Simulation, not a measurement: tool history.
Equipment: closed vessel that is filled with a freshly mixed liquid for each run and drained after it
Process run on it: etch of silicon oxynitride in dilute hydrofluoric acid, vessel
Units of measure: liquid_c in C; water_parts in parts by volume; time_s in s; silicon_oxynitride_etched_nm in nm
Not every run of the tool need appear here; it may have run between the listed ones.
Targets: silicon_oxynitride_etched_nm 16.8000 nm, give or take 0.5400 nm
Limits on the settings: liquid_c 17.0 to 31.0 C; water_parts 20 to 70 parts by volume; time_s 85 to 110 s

| run | hour | liquid_c | water_parts | time_s | silicon_oxynitride_etched_nm |
|---|---|---|---|---|---|
| 1 | 0.0 | 23.0 | 40 | 110 | 9.0249 |
| 2 | 3.5 | 23.0 | 50 | 110 | 7.1261 |
| 3 | 4.7 | 24.0 | 45 | 110 | 8.2976 |
| 4 | 11.2 | 25.0 | 40 | 110 | 9.9341 |
| 5 | 16.4 | 23.0 | 40 | 110 | 9.0244 |
| 6 | 19.5 | 23.0 | 50 | 110 | 7.2306 |
| 7 | 22.0 | 24.0 | 45 | 110 | 8.3738 |
| 8 | 23.2 | 25.0 | 40 | 110 | 9.8671 |
| 9 | 23.7 | 25.0 | 40 | 110 | 9.9930 |
| 10 | 28.2 | 26.0 | 40 | 110 | 10.1890 |
| 11 | 32.1 | 26.5 | 40 | 110 | 10.7890 |
| 12 | 33.9 | 27.0 | 40 | 110 | 11.1040 |
| 13 | 42.0 | 27.5 | 40 | 110 | 11.1210 |
| 14 | 48.0 | 28.0 | 40 | 110 | 11.4690 |

Which of these 4 next moves meets every target?
| A | 54.0 | 28.0 | 30 | 105 | ? |
| B | 54.0 | 30.5 | 35 | 95 | ? |
| C | 54.0 | 30.0 | 30 | 110 | ? |
| D | 54.0 | 28.5 | 40 | 85 | ? |

| move | silicon_oxynitride_etched_nm |
|---|---|
| A | 14.6350 |
| B | 12.7260 |
| C | 16.8670 |
| D | 9.0221 |
A: closer than the last run, but not yet in spec
B: closer than the last run, but not yet in spec
C: all results in spec
D: misses by more than the last run did
C meets every target.
